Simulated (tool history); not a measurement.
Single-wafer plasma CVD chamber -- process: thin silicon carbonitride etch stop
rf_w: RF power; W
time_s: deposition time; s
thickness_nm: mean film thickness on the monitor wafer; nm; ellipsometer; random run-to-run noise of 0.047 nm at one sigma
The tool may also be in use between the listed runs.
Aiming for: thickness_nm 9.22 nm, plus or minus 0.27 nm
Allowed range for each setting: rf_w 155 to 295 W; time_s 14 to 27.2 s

run 1 hour=0 | rf_w=225 time_s=20.6 | thickness_nm=12.845
run 2 hour=5.9 | rf_w=215 time_s=20.6 | thickness_nm=12.679
run 3 hour=7.3 | rf_w=190 time_s=20.6 | thickness_nm=12.299
run 4 hour=9.2 | rf_w=180 time_s=20.6 | thickness_nm=12.111
run 5 hour=13.8 | rf_w=180 time_s=22.7 | thickness_nm=13.315
run 6 hour=14.5 | rf_w=175 time_s=21.9 | thickness_nm=12.806
run 7 hour=22.4 | rf_w=175 time_s=21.2 | thickness_nm=12.397
run 8 hour=29.5 | rf_w=155 time_s=17.9 | thickness_nm=10.249
run 9 hour=32.3 | rf_w=155 time_s=17.7 | thickness_nm=10.013
run 10 hour=35.5 | rf_w=155 time_s=17.5 | thickness_nm=9.9968
run 11 hour=42.4 | rf_w=155 time_s=15.4 | thickness_nm=8.7374

Below are 4 possible settings for the next run. Only one of them brings all results inside the allowed miss of their targets. Which is it?
run A hour=49.3 | rf_w=175 time_s=16.9 | thickness_nm=?
run B hour=49.3 | rf_w=155 time_s=16.3 | thickness_nm=?
run C hour=49.3 | rf_w=165 time_s=17.1 | thickness_nm=?
run D hour=49.3 | rf_w=160 time_s=17.2 | thickness_nm=?

move=A thickness_nm=9.8539
move=B thickness_nm=9.2649
move=C thickness_nm=9.8469
move=D thickness_nm=9.8409
A: moves the result that the last run missed by most past its target, out the other side
B: each result inside its tolerance
C: moves the result that the last run missed by most past its target, out the other side
D: moves the result that the last run missed by most past its target, out the other side
Correct choice: B, which meets every target
